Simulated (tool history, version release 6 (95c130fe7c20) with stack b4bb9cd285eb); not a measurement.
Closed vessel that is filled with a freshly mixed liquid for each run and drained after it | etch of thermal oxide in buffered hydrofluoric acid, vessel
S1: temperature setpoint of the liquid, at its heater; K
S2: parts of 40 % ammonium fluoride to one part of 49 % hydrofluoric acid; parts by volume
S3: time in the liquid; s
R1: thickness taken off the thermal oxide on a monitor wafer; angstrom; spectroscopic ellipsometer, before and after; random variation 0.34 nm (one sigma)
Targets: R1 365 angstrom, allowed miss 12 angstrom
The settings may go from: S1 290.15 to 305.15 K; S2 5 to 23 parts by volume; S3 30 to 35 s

run 1 day=0 | S1=298.15 S2=14 S3=35 | R1=281.88
run 2 day=0.238 | S1=298.15 S2=17 S3=35 | R1=232.71
run 3 day=0.367 | S1=299.15 S2=17 S3=35 | R1=251.32
run 4 day=0.471 | S1=299.15 S2=13.5 S3=35 | R1=318.3
run 5 day=0.808 | S1=300.15 S2=13.5 S3=35 | R1=332.14
run 6 day=0.888 | S1=300.15 S2=13.5 S3=30 | R1=285.16
run 7 day=1.012 | S1=300.65 S2=13.5 S3=30 | R1=289.8
run 8 day=1.333 | S1=301.15 S2=13.5 S3=30 | R1=303.69
run 9 day=1.371 | S1=301.65 S2=13.5 S3=30 | R1=303.49
run 10 day=1.725 | S1=302.15 S2=13.5 S3=30 | R1=312.23
run 11 day=1.933 | S1=302.65 S2=13.5 S3=30 | R1=322.72
run 12 day=1.979 | S1=302.65 S2=13.5 S3=30 | R1=320.4

4 next moves are on the table. One of them brings every result within its allowed miss. Which?
run A day=2.025 | S1=300.15 S2=13 S3=30 | R1=?
run B day=2.025 | S1=304.65 S2=16 S3=30 | R1=?
run C day=2.025 | S1=301.15 S2=13 S3=35 | R1=?
run D day=2.025 | S1=299.65 S2=12.5 S3=35 | R1=?

move=A R1=294.94
move=B R1=305.22
move=C R1=362.95
move=D R1=348.09
A: further off than the last run
B: further off than the last run
C: meets every target
D: nearer than the last run, and not there yet
Answer: C
